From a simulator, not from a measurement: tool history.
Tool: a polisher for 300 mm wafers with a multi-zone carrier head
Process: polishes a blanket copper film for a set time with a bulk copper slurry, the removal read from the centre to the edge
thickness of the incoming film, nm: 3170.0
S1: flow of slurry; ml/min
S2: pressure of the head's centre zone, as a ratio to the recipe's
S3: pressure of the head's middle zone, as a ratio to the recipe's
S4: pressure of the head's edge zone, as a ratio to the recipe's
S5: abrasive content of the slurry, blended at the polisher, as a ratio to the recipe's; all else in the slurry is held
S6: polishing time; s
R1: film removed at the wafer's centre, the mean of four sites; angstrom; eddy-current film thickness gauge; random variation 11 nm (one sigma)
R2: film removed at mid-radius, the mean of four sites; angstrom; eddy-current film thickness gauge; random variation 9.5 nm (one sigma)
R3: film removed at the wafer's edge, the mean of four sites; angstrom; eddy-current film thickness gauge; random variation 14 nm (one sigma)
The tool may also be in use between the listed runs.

run	hour	S1	S2	S3	S4	S5	S6	R1	R2	R3
1	0	125	1	1	1	1	89	8253.6	7852.7	7915.9
2	6.7	140	1.02	1.03	1.04	1.1	90	8867.5	8426.8	8362
3	12.8	140	1.02	1.03	1.04	1	90	8645.9	8329.1	8137.5
4	13.4	145	1.02	1.05	1.06	1.15	91	9153.4	8645.5	8518.4
5	14.6	145	1.07	1.05	1.06	1.15	91	9606	8752.9	8733.4
6	18	145	1.07	1	1.06	1.15	91	9570.6	8464.7	8443.4
7	21.2	150	1.07	1.05	1.07	1.2	92	9711.7	9082.8	9068.1
8	27.9	160	1.08	1.07	1.07	1.2	92	10193	9269.2	8818.2
9	31.7	160	1.08	1.09	1.09	1.25	92	10138	9500.7	9345.5
10	34.8	165	1.08	1.1	1.1	1.25	92	10337	9519.6	9169
11	39.8	165	1.08	1.12	1.11	1.3	92	10314	9855.7	9432.4

Run 12 comes next. What will it give?
12	42.5	165	1.08	1.13	1.12	1.3	92	?	?	?

Logged for run 12: R1 10453 angstrom, R2 9783.8 angstrom, R3 9476.7 angstrom.
